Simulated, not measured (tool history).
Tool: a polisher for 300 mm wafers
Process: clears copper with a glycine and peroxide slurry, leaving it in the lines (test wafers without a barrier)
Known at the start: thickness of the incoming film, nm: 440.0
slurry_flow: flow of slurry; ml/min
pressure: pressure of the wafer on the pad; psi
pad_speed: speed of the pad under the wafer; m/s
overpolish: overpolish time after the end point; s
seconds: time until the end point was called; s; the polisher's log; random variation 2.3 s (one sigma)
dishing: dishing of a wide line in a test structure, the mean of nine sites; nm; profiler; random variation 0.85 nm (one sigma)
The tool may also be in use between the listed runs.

run  hour  slurry_flow  pressure  pad_speed  overpolish  seconds  dishing
  1     0          275       2.8       0.78          23   81.118   64.339
  2   3.5          275       2.8       0.78          29   78.312   75.586
  3     8          325       2.8       0.78          29   80.764   73.264
  4  15.3          330       2.4       0.72          25   95.044     59.1
  5  24.1          330       2.1       0.68          22   109.79   52.154
  6    33          330       1.9       0.66          19   118.48   42.908
  7  40.7          330       1.8       0.66          18   125.43    40.31

The next listed run, before its measurement:
  8  47.2          330       1.7       0.66          17        ?        ?

Run 8 gave seconds 129.77 s, dishing 35.666 nm.

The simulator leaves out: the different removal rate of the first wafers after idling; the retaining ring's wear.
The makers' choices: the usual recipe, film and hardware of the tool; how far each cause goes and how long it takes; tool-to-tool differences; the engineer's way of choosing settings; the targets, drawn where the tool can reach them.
